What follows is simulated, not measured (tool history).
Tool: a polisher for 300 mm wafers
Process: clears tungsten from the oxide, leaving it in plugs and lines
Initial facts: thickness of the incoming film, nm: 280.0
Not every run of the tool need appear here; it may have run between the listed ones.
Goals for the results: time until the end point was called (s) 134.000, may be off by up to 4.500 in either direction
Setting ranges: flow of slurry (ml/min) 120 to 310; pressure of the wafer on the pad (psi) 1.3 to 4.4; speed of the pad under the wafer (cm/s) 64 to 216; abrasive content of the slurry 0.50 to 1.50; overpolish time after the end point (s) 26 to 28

run  hour  flow of slurry (ml/min)  pressure of the wafer on the pad (psi)  speed of the pad under the wafer (cm/s)  abrasive content of the slurry  overpolish time after the end point (s)  time until the end point was called (s)
  1   0.0                      200                                     2.8                                      140                            1.00                                       26                                   59.234
  2   4.6                      195                                     2.3                                      130                            1.00                                       26                                   75.460
  3   8.9                      195                                     2.3                                      160                            1.00                                       26                                   61.803
  4  17.0                      190                                     2.0                                      142                            1.00                                       26                                   76.106
  5  22.0                      190                                     1.8                                      128                            1.00                                       26                                   91.918
  6  27.1                      190                                     1.6                                      120                            1.00                                       26                                  107.070
  7  34.4                      190                                     1.5                                      116                            1.00                                       26                                  116.520
  8  42.4                      190                                     1.4                                      114                            1.00                                       26                                  124.940

Pick the move, out of 5, that brings all results within their allowed miss; only one does.
  A  50.4                      170                                     1.3                                      106                            1.00                                       26                                        ?
  B  50.4                      170                                     1.3                                      120                            1.00                                       26                                        ?
  C  50.4                      190                                     1.4                                      120                            1.00                                       26                                        ?
  D  50.4                      180                                     1.3                                      110                            1.05                                       28                                        ?
  E  50.4                      215                                     1.5                                      130                            0.70                                       28                                        ?

move  time until the end point was called (s)
   A                                  142.110
   B                                  126.110
   C                                  118.290
   D                                  134.240
   E                                  115.440
A: carries the result that was furthest off beyond its target, to the other side
B: closes in on the targets versus the last run, not all within tolerance yet
C: misses by more than the last run did
D: every result lands within tolerance
E: misses by more than the last run did
The right move is D.

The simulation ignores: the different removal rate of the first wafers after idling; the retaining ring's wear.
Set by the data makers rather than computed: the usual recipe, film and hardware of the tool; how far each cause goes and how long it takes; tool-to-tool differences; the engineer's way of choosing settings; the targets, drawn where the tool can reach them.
